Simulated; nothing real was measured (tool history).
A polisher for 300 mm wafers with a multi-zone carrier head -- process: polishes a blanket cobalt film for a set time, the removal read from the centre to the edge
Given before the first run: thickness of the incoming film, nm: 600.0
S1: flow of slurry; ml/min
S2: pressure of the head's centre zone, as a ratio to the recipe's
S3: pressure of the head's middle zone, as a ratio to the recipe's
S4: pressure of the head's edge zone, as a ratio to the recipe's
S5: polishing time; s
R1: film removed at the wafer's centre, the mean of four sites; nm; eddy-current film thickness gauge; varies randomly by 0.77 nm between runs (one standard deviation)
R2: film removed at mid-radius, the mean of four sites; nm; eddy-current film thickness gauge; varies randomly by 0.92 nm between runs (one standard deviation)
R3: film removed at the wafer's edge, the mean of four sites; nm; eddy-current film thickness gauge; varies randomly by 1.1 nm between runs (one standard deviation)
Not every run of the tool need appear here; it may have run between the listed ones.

run	hour	S1	S2	S3	S4	S5	R1	R2	R3
1	0.0	145	1.00	1.00	1.00	36	126.530	126.320	132.300
2	7.1	145	1.00	1.00	1.00	27	95.762	97.257	96.374
3	14.4	145	1.00	1.00	0.92	27	96.278	95.268	92.957
4	18.8	145	1.00	1.00	0.92	34	121.390	117.900	118.750
5	21.0	160	1.00	1.00	0.92	34	125.210	121.460	118.560
6	28.3	160	1.00	1.00	0.85	34	125.320	120.060	113.610
7	30.5	135	1.01	0.94	0.88	31	111.330	101.330	105.280

Run 8 has not been measured yet. What should we expect?
8	32.1	120	1.02	0.90	0.90	28	?	?	?

R1: 96.937 nm
R2: 85.694 nm
R3: 91.512 nm
